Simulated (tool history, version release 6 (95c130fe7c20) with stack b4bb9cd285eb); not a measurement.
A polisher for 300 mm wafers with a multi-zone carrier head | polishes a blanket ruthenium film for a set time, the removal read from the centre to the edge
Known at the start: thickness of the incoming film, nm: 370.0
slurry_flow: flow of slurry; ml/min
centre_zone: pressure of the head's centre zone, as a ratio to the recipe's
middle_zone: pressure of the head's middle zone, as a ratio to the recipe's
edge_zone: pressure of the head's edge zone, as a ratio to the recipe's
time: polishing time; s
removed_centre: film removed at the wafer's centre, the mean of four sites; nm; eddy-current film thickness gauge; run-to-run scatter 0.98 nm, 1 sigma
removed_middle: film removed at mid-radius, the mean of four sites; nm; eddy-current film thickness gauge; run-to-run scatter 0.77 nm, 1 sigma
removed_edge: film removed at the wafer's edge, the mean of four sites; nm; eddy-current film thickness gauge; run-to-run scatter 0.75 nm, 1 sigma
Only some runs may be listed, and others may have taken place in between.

run,hour,slurry_flow,centre_zone,middle_zone,edge_zone,time,removed_centre,removed_middle,removed_edge
1,0.0,150,1.00,1.00,1.00,88,108.270,107.880,107.880
2,5.0,145,1.00,0.98,0.95,80,98.333,96.884,97.173
3,5.9,140,1.01,0.98,0.92,74,88.838,88.634,86.610
4,13.6,130,1.02,0.96,0.89,73,87.261,84.910,84.086
5,20.3,130,1.02,0.89,0.89,73,86.826,80.125,83.103
6,23.9,130,1.02,0.89,0.89,54,63.974,60.294,62.810
7,28.9,145,1.04,0.94,0.93,56,68.528,65.698,66.883
8,34.0,155,1.06,0.97,0.95,58,73.814,70.412,72.154
9,38.0,170,1.07,0.99,0.94,58,74.902,74.103,70.808

Run 10 comes next. What will it give?
10,44.4,175,1.09,1.00,0.96,59,?,?,?

{"run 10": {"removed_centre": 78.337, "removed_middle": 75.628, "removed_edge": 72.963}}
